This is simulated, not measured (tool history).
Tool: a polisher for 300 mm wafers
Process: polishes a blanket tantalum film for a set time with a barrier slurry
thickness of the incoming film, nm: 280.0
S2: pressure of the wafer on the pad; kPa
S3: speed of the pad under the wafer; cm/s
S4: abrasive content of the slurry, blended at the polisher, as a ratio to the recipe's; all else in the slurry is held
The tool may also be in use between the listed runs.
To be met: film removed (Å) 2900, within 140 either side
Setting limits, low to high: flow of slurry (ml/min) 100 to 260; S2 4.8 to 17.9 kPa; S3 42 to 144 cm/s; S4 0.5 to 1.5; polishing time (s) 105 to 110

Run 1, day 0: flow of slurry (ml/min) 165, S2 11 kPa, S3 92 cm/s, S4 1, polishing time (s) 105. Result: film removed (Å) 1542.1.
Run 2, day 0.217: flow of slurry (ml/min) 165, S2 13.1 kPa, S3 94 cm/s, S4 1, polishing time (s) 105. Result: film removed (Å) 1871.2.
Run 3, day 0.5: flow of slurry (ml/min) 165, S2 14.5 kPa, S3 96 cm/s, S4 1, polishing time (s) 105. Result: film removed (Å) 2024.9.
Run 4, day 0.612: flow of slurry (ml/min) 165, S2 15.9 kPa, S3 100 cm/s, S4 1, polishing time (s) 105. Result: film removed (Å) 2212.6.
Run 5, day 0.738: flow of slurry (ml/min) 165, S2 16.5 kPa, S3 106 cm/s, S4 1, polishing time (s) 105. Result: film removed (Å) 2475.9.
Run 6, day 0.988: flow of slurry (ml/min) 165, S2 16.5 kPa, S3 106 cm/s, S4 0.9, polishing time (s) 105. Result: film removed (Å) 2397.6.
Run 7, day 1.112: flow of slurry (ml/min) 165, S2 17.2 kPa, S3 110 cm/s, S4 0.9, polishing time (s) 105. Result: film removed (Å) 2550.3.
Run 8, day 1.425: flow of slurry (ml/min) 165, S2 17.2 kPa, S3 110 cm/s, S4 0.9, polishing time (s) 105. Result: film removed (Å) 2555.1.
Run 9, day 1.804: flow of slurry (ml/min) 165, S2 17.2 kPa, S3 110 cm/s, S4 0.9, polishing time (s) 105. Result: film removed (Å) 2535.
Run 10, day 2.054: flow of slurry (ml/min) 165, S2 17.2 kPa, S3 114 cm/s, S4 0.9, polishing time (s) 105. Result: film removed (Å) 2609.8.
Run 11, day 2.279: flow of slurry (ml/min) 165, S2 17.2 kPa, S3 116 cm/s, S4 0.9, polishing time (s) 105. Result: film removed (Å) 2636.7.
Run 12, day 2.371: flow of slurry (ml/min) 165, S2 17.2 kPa, S3 118 cm/s, S4 0.9, polishing time (s) 105. Result: film removed (Å) 2703.6.
Run 13, day 2.442: flow of slurry (ml/min) 165, S2 17.2 kPa, S3 118 cm/s, S4 0.9, polishing time (s) 105. Result: film removed (Å) 2678.3.
Run 14, day 2.671: flow of slurry (ml/min) 165, S2 17.2 kPa, S3 120 cm/s, S4 0.9, polishing time (s) 105. Result: film removed (Å) 2693.6.
Run 15, day 2.746: flow of slurry (ml/min) 165, S2 17.2 kPa, S3 122 cm/s, S4 0.9, polishing time (s) 105. Result: film removed (Å) 2689.3.
Run 16, day 2.896: flow of slurry (ml/min) 165, S2 17.2 kPa, S3 124 cm/s, S4 0.9, polishing time (s) 105. Result: film removed (Å) 2748.7.
Run 17, day 2.975: flow of slurry (ml/min) 165, S2 17.2 kPa, S3 124 cm/s, S4 0.9, polishing time (s) 105. Result: film removed (Å) 2678.7.

Next run, 5 choices. One meets every target within its allowed miss, the rest don't. Which?
Run A, day 3.054: flow of slurry (ml/min) 135, S2 17.9 kPa, S3 122 cm/s, S4 0.85, polishing time (s) 105. Result: film removed (Å) ?.
Run B, day 3.054: flow of slurry (ml/min) 185, S2 17.2 kPa, S3 88 cm/s, S4 1.1, polishing time (s) 110. Result: film removed (Å) ?.
Run C, day 3.054: flow of slurry (ml/min) 145, S2 17.9 kPa, S3 128 cm/s, S4 0.95, polishing time (s) 105. Result: film removed (Å) ?.
Run D, day 3.054: flow of slurry (ml/min) 185, S2 17.9 kPa, S3 128 cm/s, S4 1, polishing time (s) 108. Result: film removed (Å) ?.
Run E, day 3.054: flow of slurry (ml/min) 180, S2 15.2 kPa, S3 138 cm/s, S4 0.9, polishing time (s) 105. Result: film removed (Å) ?.

move  film removed (Å)
   A            2713.9
   B            2463.9
   C            2940.9
   D              3197
   E              2735
A: closer than the last run, but not yet in spec
B: misses by more than the last run did
C: meets every target
D: pushes the last run's worst result past its target
E: closer than the last run, but not yet in spec
C meets every target.

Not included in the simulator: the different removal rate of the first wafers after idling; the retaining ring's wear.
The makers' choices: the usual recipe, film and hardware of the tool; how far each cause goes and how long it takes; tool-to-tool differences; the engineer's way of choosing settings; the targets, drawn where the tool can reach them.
